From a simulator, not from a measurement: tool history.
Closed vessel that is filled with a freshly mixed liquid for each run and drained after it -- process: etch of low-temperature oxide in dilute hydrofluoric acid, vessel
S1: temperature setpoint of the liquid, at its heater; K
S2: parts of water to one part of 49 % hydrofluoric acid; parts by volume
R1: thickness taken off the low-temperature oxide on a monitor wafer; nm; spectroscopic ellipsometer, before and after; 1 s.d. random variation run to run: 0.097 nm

run 1 hour=0.0 | S1=295.15 S2=100 time_in_the_liquid_(s)=115 | R1=15.9080
run 2 hour=9.1 | S1=295.15 S2=100 time_in_the_liquid_(s)=115 | R1=15.9380
run 3 hour=18.1 | S1=294.15 S2=100 time_in_the_liquid_(s)=115 | R1=15.2570
run 4 hour=23.3 | S1=293.65 S2=100 time_in_the_liquid_(s)=115 | R1=15.0330
run 5 hour=31.6 | S1=293.65 S2=100 time_in_the_liquid_(s)=90 | R1=11.9190
run 6 hour=39.0 | S1=293.65 S2=135 time_in_the_liquid_(s)=90 | R1=8.4536
run 7 hour=48.3 | S1=295.15 S2=135 time_in_the_liquid_(s)=90 | R1=8.9385
run 8 hour=57.4 | S1=296.65 S2=135 time_in_the_liquid_(s)=90 | R1=9.6237
run 9 hour=59.5 | S1=297.65 S2=135 time_in_the_liquid_(s)=90 | R1=9.9177
-- hour=60.5 hydrofluoric acid flow meter replaced
run 10 hour=60.5 | S1=301.65 S2=125 time_in_the_liquid_(s)=90 | R1=11.7240

Expected results for the next run?
run 11 hour=69.0 | S1=302.15 S2=120 time_in_the_liquid_(s)=90 | R1=?

Run 11 produced R1 12.4040 nm.
